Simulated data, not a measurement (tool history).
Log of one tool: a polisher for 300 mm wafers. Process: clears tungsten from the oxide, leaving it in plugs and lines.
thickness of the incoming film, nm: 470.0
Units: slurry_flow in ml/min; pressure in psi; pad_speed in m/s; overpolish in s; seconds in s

run	day	slurry_flow	pressure	pad_speed	slurry_solids	overpolish	seconds
1	0.000	190	4.3	1.26	1.00	8	59.422
2	0.179	160	4.3	1.26	1.00	8	61.137
3	0.304	160	4.3	1.26	0.95	8	62.447
4	0.479	180	4.3	1.26	0.95	8	60.012
5	0.825	180	4.0	1.24	0.95	8	66.157
6	0.879	180	3.8	1.24	0.95	8	68.881
7	1.029	180	3.8	1.24	0.95	8	69.609
8	1.075	180	3.6	1.24	0.95	8	72.138

Forecast run 9:
9	1.400	180	3.4	1.24	0.95	8	?

Run 9 gave seconds 78.557 s.
